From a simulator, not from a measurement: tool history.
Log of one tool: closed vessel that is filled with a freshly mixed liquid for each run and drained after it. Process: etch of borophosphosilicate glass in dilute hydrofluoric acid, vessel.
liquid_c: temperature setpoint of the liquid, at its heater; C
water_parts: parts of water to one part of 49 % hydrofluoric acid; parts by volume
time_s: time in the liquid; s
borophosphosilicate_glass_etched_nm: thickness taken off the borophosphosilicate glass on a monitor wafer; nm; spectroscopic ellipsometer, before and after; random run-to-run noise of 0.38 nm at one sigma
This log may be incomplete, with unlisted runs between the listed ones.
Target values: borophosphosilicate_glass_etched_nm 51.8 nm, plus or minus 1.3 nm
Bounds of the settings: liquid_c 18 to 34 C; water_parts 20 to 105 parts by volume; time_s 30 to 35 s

run	hour	liquid_c	water_parts	time_s	borophosphosilicate_glass_etched_nm
1	0	26	55	35	66.239
2	2.4	26	55	30	56.654
3	3.9	26	40	30	79.84
4	7.1	26	40	30	80.639
5	16	26	40	30	79.277
6	21.3	25	40	30	77.259
7	28.9	24	40	30	74.42
8	35.3	23	40	30	71.119
9	37.3	22.5	40	30	69.762
10	39.8	22	40	30	66.975
11	44	21.5	40	30	65.547
12	45.7	21	40	30	64.74
13	52.6	20.5	40	30	63.363
14	54.7	20	40	30	61.877
15	63.5	19.5	40	30	60.665

Pick the move, out of 4, that brings all results within their allowed miss; only one does.
A	72.3	18	55	35	?
B	72.3	20	50	30	?
C	72.3	20	55	35	?
D	72.3	22	55	30	?

move	borophosphosilicate_glass_etched_nm
A	47.579
B	49.15
C	51.818
D	48.306
A: the result that was furthest off in the last run now lies on the other side of its target
B: the result that was furthest off in the last run now lies on the other side of its target
C: every result lands within tolerance
D: the result that was furthest off in the last run now lies on the other side of its target
The right move is C.
